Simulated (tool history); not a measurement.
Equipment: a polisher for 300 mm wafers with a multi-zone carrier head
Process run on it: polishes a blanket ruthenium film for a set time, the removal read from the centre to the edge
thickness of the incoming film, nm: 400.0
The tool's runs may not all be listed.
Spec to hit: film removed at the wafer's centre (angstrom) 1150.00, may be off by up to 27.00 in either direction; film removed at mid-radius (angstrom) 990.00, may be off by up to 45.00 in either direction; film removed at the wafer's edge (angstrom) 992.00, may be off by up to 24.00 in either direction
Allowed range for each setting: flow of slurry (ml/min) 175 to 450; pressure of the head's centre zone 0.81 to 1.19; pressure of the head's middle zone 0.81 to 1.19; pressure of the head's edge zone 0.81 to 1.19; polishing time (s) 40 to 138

| run | hour | flow of slurry (ml/min) | pressure of the head's centre zone | pressure of the head's middle zone | pressure of the head's edge zone | polishing time (s) | film removed at the wafer's centre (angstrom) | film removed at mid-radius (angstrom) | film removed at the wafer's edge (angstrom) |
|---|---|---|---|---|---|---|---|---|---|
| 1 | 0.0 | 290 | 1.00 | 1.00 | 1.00 | 88 | 754.32 | 757.12 | 766.26 |
| 2 | 7.2 | 290 | 1.00 | 1.00 | 0.95 | 88 | 767.59 | 758.27 | 748.27 |
| 3 | 13.5 | 310 | 1.06 | 1.01 | 0.99 | 94 | 866.91 | 825.30 | 821.43 |
| 4 | 21.4 | 310 | 1.06 | 1.01 | 0.96 | 94 | 859.55 | 797.71 | 804.30 |
| 5 | 23.7 | 310 | 1.11 | 1.01 | 0.96 | 94 | 920.71 | 806.43 | 793.29 |
| 6 | 29.1 | 320 | 1.13 | 1.02 | 0.99 | 98 | 963.96 | 861.40 | 858.22 |
| 7 | 30.7 | 330 | 1.15 | 1.02 | 1.00 | 101 | 1012.20 | 864.74 | 879.65 |
| 8 | 31.2 | 330 | 1.16 | 1.03 | 1.01 | 104 | 1060.30 | 901.71 | 924.61 |
| 9 | 36.9 | 335 | 1.17 | 1.05 | 1.01 | 106 | 1092.80 | 953.51 | 937.76 |
| 10 | 38.7 | 340 | 1.18 | 1.05 | 1.02 | 107 | 1102.30 | 939.87 | 937.63 |
| 11 | 46.4 | 340 | 1.18 | 1.05 | 1.03 | 108 | 1116.90 | 955.72 | 967.25 |

4 candidate next runs follow, results not yet known. Just one meets every target within its allowed miss. Identify it.
| A | 54.1 | 320 | 1.10 | 1.08 | 1.04 | 111 | ? | ? | ? |
| B | 54.1 | 230 | 1.19 | 0.93 | 0.96 | 114 | ? | ? | ? |
| C | 54.1 | 320 | 1.19 | 1.10 | 1.07 | 105 | ? | ? | ? |
| D | 54.1 | 230 | 1.16 | 1.01 | 0.96 | 117 | ? | ? | ? |

| move | film removed at the wafer's centre (angstrom) | film removed at mid-radius (angstrom) | film removed at the wafer's edge (angstrom) |
|---|---|---|---|
| A | 1058.80 | 997.89 | 993.37 |
| B | 1142.60 | 902.39 | 964.01 |
| C | 1084.20 | 955.54 | 952.81 |
| D | 1143.50 | 978.80 | 988.54 |
A: lands further from the targets than the last run did
B: the furthest-off result lands on target, but another misses its tolerance
C: lands further from the targets than the last run did
D: all results in spec
Move D is the one to make.

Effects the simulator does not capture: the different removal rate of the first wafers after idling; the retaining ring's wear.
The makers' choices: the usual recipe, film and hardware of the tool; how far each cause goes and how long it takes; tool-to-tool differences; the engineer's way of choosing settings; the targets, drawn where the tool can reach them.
